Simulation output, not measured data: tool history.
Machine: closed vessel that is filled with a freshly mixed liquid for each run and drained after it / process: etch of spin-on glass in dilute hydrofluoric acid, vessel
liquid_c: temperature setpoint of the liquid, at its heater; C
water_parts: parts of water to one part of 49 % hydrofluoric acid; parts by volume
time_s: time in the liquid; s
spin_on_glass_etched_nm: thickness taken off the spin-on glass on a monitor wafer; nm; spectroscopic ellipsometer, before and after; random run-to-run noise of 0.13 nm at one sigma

Run 1, hour 0: liquid_c 25 C, water_parts 145 parts by volume, time_s 95 s. Result: spin_on_glass_etched_nm 28.243 nm.
Run 2, hour 5.7: liquid_c 24 C, water_parts 145 parts by volume, time_s 95 s. Result: spin_on_glass_etched_nm 27.286 nm.
Run 3, hour 13.4: liquid_c 24 C, water_parts 145 parts by volume, time_s 105 s. Result: spin_on_glass_etched_nm 30.15 nm.
Run 4, hour 22.7: liquid_c 23 C, water_parts 150 parts by volume, time_s 105 s. Result: spin_on_glass_etched_nm 28.025 nm.
Run 5, hour 30.6: liquid_c 22.5 C, water_parts 150 parts by volume, time_s 105 s. Result: spin_on_glass_etched_nm 27.333 nm.
Run 6, hour 39.3: liquid_c 22.5 C, water_parts 150 parts by volume, time_s 105 s. Result: spin_on_glass_etched_nm 27.33 nm.
Run 7, hour 42.4: liquid_c 22 C, water_parts 150 parts by volume, time_s 105 s. Result: spin_on_glass_etched_nm 26.691 nm.
Run 8, hour 49.4: liquid_c 22 C, water_parts 150 parts by volume, time_s 105 s. Result: spin_on_glass_etched_nm 26.939 nm.

Run 9, settings as shown, results not yet in. Your forecast:
At hour 57.8: thermometer replaced.
Run 9, hour 57.8: liquid_c 21.5 C, water_parts 155 parts by volume, time_s 105 s. Result: spin_on_glass_etched_nm ?.

Run 9 measured spin_on_glass_etched_nm 26.613 nm.

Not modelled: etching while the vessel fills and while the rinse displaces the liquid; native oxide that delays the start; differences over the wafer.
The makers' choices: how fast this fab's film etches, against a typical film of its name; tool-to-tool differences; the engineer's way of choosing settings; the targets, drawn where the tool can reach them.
